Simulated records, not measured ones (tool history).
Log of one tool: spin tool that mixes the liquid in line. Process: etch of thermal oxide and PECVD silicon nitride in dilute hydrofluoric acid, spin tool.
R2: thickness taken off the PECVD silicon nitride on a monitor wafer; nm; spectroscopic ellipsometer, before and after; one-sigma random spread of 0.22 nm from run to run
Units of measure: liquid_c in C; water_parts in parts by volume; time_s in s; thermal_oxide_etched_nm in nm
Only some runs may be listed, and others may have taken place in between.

{"run": 1, "day": 0.0, "liquid_c": 24.0, "water_parts": 60, "time_s": 180, "thermal_oxide_etched_nm": 13.713, "R2": 7.4057}
{"run": 2, "day": 0.183, "liquid_c": 25.0, "water_parts": 45, "time_s": 210, "thermal_oxide_etched_nm": 22.458, "R2": 12.37}
{"run": 3, "day": 0.221, "liquid_c": 25.0, "water_parts": 35, "time_s": 230, "thermal_oxide_etched_nm": 31.8, "R2": 17.272}
{"run": 4, "day": 0.267, "liquid_c": 25.0, "water_parts": 20, "time_s": 230, "thermal_oxide_etched_nm": 57.142, "R2": 29.371}
{"run": 5, "day": 0.6, "liquid_c": 25.0, "water_parts": 30, "time_s": 230, "thermal_oxide_etched_nm": 38.062, "R2": 20.278}
{"run": 6, "day": 0.958, "liquid_c": 25.0, "water_parts": 20, "time_s": 230, "thermal_oxide_etched_nm": 57.397, "R2": 29.611}
{"run": 7, "day": 1.142, "liquid_c": 25.5, "water_parts": 20, "time_s": 230, "thermal_oxide_etched_nm": 59.376, "R2": 30.746}
{"run": 8, "day": 1.383, "liquid_c": 25.5, "water_parts": 20, "time_s": 235, "thermal_oxide_etched_nm": 59.749, "R2": 31.398}
{"run": 9, "day": 1.542, "liquid_c": 25.5, "water_parts": 20, "time_s": 240, "thermal_oxide_etched_nm": 60.493, "R2": 31.572}
{"run": 10, "day": 1.904, "liquid_c": 25.5, "water_parts": 20, "time_s": 245, "thermal_oxide_etched_nm": 61.69, "R2": 32.57}
{"run": 11, "day": 2.229, "liquid_c": 25.5, "water_parts": 20, "time_s": 250, "thermal_oxide_etched_nm": 63.492, "R2": 33.281}
{"run": 12, "day": 2.521, "liquid_c": 25.5, "water_parts": 20, "time_s": 255, "thermal_oxide_etched_nm": 64.259, "R2": 34.12}
{"run": 13, "day": 2.642, "liquid_c": 25.0, "water_parts": 20, "time_s": 260, "thermal_oxide_etched_nm": 64.365, "R2": 33.653}
{"run": 14, "day": 2.692, "liquid_c": 25.0, "water_parts": 20, "time_s": 265, "thermal_oxide_etched_nm": 66.168, "R2": 33.828}
{"run": 15, "day": 2.946, "liquid_c": 25.5, "water_parts": 20, "time_s": 265, "thermal_oxide_etched_nm": 67.688, "R2": 35.58}
{"run": 16, "day": 3.258, "liquid_c": 25.5, "water_parts": 35, "time_s": 270, "thermal_oxide_etched_nm": 38.544, "R2": 20.845}

Estimate the outcome of run 17 from the log above:
{"run": 17, "day": 3.588, "liquid_c": 25.5, "water_parts": 30, "time_s": 270, "thermal_oxide_etched_nm": "?", "R2": "?"}

Run 17 yielded thermal_oxide_etched_nm 44.628 nm, R2 24.3130 nm.
